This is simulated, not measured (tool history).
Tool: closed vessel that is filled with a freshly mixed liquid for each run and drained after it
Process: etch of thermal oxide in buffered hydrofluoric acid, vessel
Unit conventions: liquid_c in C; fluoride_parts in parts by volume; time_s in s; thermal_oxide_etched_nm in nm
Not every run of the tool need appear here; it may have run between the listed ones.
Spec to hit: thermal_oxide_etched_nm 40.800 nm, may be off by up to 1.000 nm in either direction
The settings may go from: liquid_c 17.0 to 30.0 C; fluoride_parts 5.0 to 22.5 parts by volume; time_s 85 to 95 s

run 1 hour=0.0 | liquid_c=22.0 fluoride_parts=13.5 time_s=85 | thermal_oxide_etched_nm=68.082
run 2 hour=1.2 | liquid_c=22.0 fluoride_parts=13.5 time_s=85 | thermal_oxide_etched_nm=67.125
run 3 hour=5.4 | liquid_c=21.5 fluoride_parts=14.0 time_s=85 | thermal_oxide_etched_nm=62.351
run 4 hour=13.4 | liquid_c=21.0 fluoride_parts=14.0 time_s=85 | thermal_oxide_etched_nm=61.458
run 5 hour=15.9 | liquid_c=21.0 fluoride_parts=17.5 time_s=85 | thermal_oxide_etched_nm=49.387
run 6 hour=21.3 | liquid_c=23.0 fluoride_parts=17.5 time_s=85 | thermal_oxide_etched_nm=55.621
run 7 hour=28.9 | liquid_c=22.5 fluoride_parts=17.5 time_s=85 | thermal_oxide_etched_nm=53.192
run 8 hour=30.9 | liquid_c=22.0 fluoride_parts=17.5 time_s=85 | thermal_oxide_etched_nm=51.891
run 9 hour=38.7 | liquid_c=21.5 fluoride_parts=17.5 time_s=85 | thermal_oxide_etched_nm=50.780
run 10 hour=41.8 | liquid_c=21.0 fluoride_parts=17.5 time_s=85 | thermal_oxide_etched_nm=50.084
run 11 hour=43.2 | liquid_c=20.5 fluoride_parts=17.5 time_s=85 | thermal_oxide_etched_nm=48.230
run 12 hour=45.2 | liquid_c=17.0 fluoride_parts=17.5 time_s=85 | thermal_oxide_etched_nm=39.217

4 candidate next runs follow, results not yet known. Just one meets every target within its allowed miss. Identify it.
run A hour=47.2 | liquid_c=17.5 fluoride_parts=17.5 time_s=90 | thermal_oxide_etched_nm=?
run B hour=47.2 | liquid_c=17.0 fluoride_parts=18.0 time_s=85 | thermal_oxide_etched_nm=?
run C hour=47.2 | liquid_c=17.5 fluoride_parts=18.5 time_s=85 | thermal_oxide_etched_nm=?
run D hour=47.2 | liquid_c=17.5 fluoride_parts=17.5 time_s=85 | thermal_oxide_etched_nm=?

move=A thermal_oxide_etched_nm=43.085
move=B thermal_oxide_etched_nm=38.460
move=C thermal_oxide_etched_nm=38.517
move=D thermal_oxide_etched_nm=40.691
A: the result that was furthest off in the last run now lies on the other side of its target
B: the biggest miss grows against the last run
C: the biggest miss grows against the last run
D: every result within its allowed miss
The move that meets every target is D.

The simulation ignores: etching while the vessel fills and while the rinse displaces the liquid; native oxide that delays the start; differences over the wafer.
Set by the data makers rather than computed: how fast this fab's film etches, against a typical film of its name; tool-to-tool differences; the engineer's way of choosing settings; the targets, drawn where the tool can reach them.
